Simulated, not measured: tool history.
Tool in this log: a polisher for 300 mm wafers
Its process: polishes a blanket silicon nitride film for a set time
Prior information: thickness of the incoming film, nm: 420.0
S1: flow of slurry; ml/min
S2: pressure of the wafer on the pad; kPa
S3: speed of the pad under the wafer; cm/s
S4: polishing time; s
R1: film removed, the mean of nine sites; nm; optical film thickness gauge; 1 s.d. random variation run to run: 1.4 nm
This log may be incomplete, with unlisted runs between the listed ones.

run  hour   S1    S2  S3  S4      R1
  1     0  195  25.5  96  42  57.616
  2   4.6  195  25.5  80  42  55.118
  3   5.7  195  27.6  82  42  60.082
  4   7.8  160  27.6  82  42  57.377
     13.4  -- head pressure recalibrated
  5  13.4  160  27.6  94  42  66.513
  6  14.9  160  27.6  94  42  65.977
  7  21.1  160    29  94  42  70.403
  8  29.5  160  29.6  94  42   70.65
  9  30.5  160    31  94  42   72.85
 10  37.8  160  32.4  96  42  77.566

Run 11 has not been measured yet. What should we expect?
 11  42.7  160  33.1  96  42   ?

R1: 79.932 nm
